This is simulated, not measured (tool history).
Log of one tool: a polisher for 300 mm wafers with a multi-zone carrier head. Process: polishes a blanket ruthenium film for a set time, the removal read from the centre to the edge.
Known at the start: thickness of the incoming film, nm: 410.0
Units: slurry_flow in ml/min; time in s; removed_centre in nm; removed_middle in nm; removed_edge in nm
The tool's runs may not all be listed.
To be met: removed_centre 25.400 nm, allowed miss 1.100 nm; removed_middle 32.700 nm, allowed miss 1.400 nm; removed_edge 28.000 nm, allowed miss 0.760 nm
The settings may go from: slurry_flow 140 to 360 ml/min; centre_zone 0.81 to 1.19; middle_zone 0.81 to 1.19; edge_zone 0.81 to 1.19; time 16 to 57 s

Run 1, day 0.000: slurry_flow 230 ml/min, centre_zone 1.00, middle_zone 1.00, edge_zone 1.00, time 36 s. Result: removed_centre 25.703 nm, removed_middle 26.208 nm, removed_edge 26.791 nm.
Run 2, day 0.246: slurry_flow 235 ml/min, centre_zone 0.99, middle_zone 1.02, edge_zone 1.00, time 36 s. Result: removed_centre 25.375 nm, removed_middle 27.080 nm, removed_edge 26.825 nm.
Run 3, day 0.417: slurry_flow 235 ml/min, centre_zone 0.99, middle_zone 1.02, edge_zone 1.00, time 41 s. Result: removed_centre 28.706 nm, removed_middle 30.708 nm, removed_edge 30.512 nm.
Run 4, day 0.483: slurry_flow 230 ml/min, centre_zone 0.98, middle_zone 1.03, edge_zone 0.99, time 41 s. Result: removed_centre 28.389 nm, removed_middle 30.818 nm, removed_edge 30.299 nm.
Run 5, day 0.712: slurry_flow 230 ml/min, centre_zone 0.98, middle_zone 0.97, edge_zone 0.99, time 41 s. Result: removed_centre 28.631 nm, removed_middle 28.932 nm, removed_edge 30.742 nm.
Run 6, day 1.017: slurry_flow 230 ml/min, centre_zone 0.98, middle_zone 0.97, edge_zone 1.04, time 41 s. Result: removed_centre 28.574 nm, removed_middle 29.443 nm, removed_edge 31.089 nm.
Run 7, day 1.125: slurry_flow 230 ml/min, centre_zone 0.97, middle_zone 0.99, edge_zone 1.03, time 41 s. Result: removed_centre 27.973 nm, removed_middle 29.287 nm, removed_edge 30.976 nm.
Run 8, day 1.308: slurry_flow 230 ml/min, centre_zone 0.97, middle_zone 1.01, edge_zone 1.02, time 41 s. Result: removed_centre 28.250 nm, removed_middle 29.837 nm, removed_edge 30.807 nm.
Run 9, day 1.633: slurry_flow 230 ml/min, centre_zone 0.96, middle_zone 1.03, edge_zone 1.01, time 41 s. Result: removed_centre 28.571 nm, removed_middle 30.927 nm, removed_edge 30.166 nm.
Run 10, day 1.883: slurry_flow 230 ml/min, centre_zone 0.94, middle_zone 1.04, edge_zone 1.03, time 41 s. Result: removed_centre 26.625 nm, removed_middle 31.033 nm, removed_edge 30.960 nm.
Run 11, day 2.246: slurry_flow 225 ml/min, centre_zone 0.94, middle_zone 1.05, edge_zone 1.02, time 41 s. Result: removed_centre 27.262 nm, removed_middle 31.499 nm, removed_edge 30.743 nm.
Run 12, day 2.425: slurry_flow 225 ml/min, centre_zone 0.94, middle_zone 1.06, edge_zone 1.01, time 41 s. Result: removed_centre 27.626 nm, removed_middle 31.553 nm, removed_edge 30.561 nm.
Run 13, day 2.688: slurry_flow 225 ml/min, centre_zone 0.93, middle_zone 1.07, edge_zone 1.00, time 41 s. Result: removed_centre 27.036 nm, removed_middle 31.614 nm, removed_edge 30.366 nm.

Which of these 4 next moves meets every target?
Run A, day 2.950: slurry_flow 220 ml/min, centre_zone 0.93, middle_zone 0.97, edge_zone 0.98, time 44 s. Result: removed_centre ?, removed_middle ?, removed_edge ?.
Run B, day 2.950: slurry_flow 220 ml/min, centre_zone 1.03, middle_zone 1.16, edge_zone 1.01, time 38 s. Result: removed_centre ?, removed_middle ?, removed_edge ?.
Run C, day 2.950: slurry_flow 140 ml/min, centre_zone 1.02, middle_zone 1.11, edge_zone 1.00, time 41 s. Result: removed_centre ?, removed_middle ?, removed_edge ?.
Run D, day 2.950: slurry_flow 230 ml/min, centre_zone 0.92, middle_zone 1.17, edge_zone 0.94, time 39 s. Result: removed_centre ?, removed_middle ?, removed_edge ?.

move  removed_centre  removed_middle  removed_edge
   A          28.636          31.182        32.640
   B          27.449          31.344        28.529
   C          26.546          29.803        28.739
   D          25.320          32.637        28.425
A: further off than the last run
B: brings the result that was furthest off to its target, and leaves another outside
C: brings the result that was furthest off to its target, and leaves another outside
D: meets every target
Answer: D

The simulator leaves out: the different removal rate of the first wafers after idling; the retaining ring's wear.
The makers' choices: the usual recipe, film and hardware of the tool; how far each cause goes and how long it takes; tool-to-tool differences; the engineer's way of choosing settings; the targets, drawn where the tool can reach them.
